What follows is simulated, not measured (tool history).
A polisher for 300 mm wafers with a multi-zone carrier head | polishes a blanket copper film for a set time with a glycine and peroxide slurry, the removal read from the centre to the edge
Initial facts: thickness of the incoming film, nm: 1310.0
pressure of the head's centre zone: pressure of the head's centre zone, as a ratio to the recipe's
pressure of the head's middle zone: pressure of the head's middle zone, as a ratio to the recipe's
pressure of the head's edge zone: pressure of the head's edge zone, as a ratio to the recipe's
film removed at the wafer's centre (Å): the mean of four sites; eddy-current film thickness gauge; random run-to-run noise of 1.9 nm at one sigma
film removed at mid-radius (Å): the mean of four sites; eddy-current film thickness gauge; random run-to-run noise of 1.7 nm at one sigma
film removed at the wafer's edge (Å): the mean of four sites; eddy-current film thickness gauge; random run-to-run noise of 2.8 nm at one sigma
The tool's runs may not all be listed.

| run | hour | flow of slurry (ml/min) | pressure of the head's centre zone | pressure of the head's middle zone | pressure of the head's edge zone | polishing time (s) | film removed at the wafer's centre (Å) | film removed at mid-radius (Å) | film removed at the wafer's edge (Å) |
|---|---|---|---|---|---|---|---|---|---|
| 1 | 0.0 | 310 | 1.00 | 1.00 | 1.00 | 44 | 2283.8 | 2300.2 | 2296.6 |
| 2 | 3.7 | 310 | 1.00 | 1.00 | 1.06 | 44 | 2301.9 | 2323.9 | 2282.9 |
| 3 | 8.7 | 310 | 1.00 | 1.02 | 1.06 | 43 | 2198.5 | 2275.5 | 2345.5 |
| 4 | 12.5 | 310 | 0.97 | 1.01 | 1.02 | 43 | 2174.6 | 2258.2 | 2272.1 |
| 5 | 13.2 | 310 | 0.97 | 1.08 | 1.02 | 43 | 2177.8 | 2385.6 | 2286.5 |
| 6 | 17.5 | 310 | 0.97 | 1.01 | 1.02 | 43 | 2215.2 | 2289.8 | 2228.0 |
| 7 | 19.6 | 305 | 0.95 | 1.01 | 1.01 | 42 | 2082.2 | 2183.7 | 2234.6 |
| 8 | 20.6 | 320 | 0.95 | 1.04 | 0.99 | 41 | 2001.7 | 2188.5 | 2087.0 |

What does the tool deliver on the next run?
| 9 | 29.4 | 330 | 0.94 | 1.04 | 0.98 | 41 | ? | ? | ? |

{"run 9": {"film removed at the wafer's centre (Å)": 2009.4, "film removed at mid-radius (Å)": 2192.1, "film removed at the wafer's edge (Å)": 2129.6}}
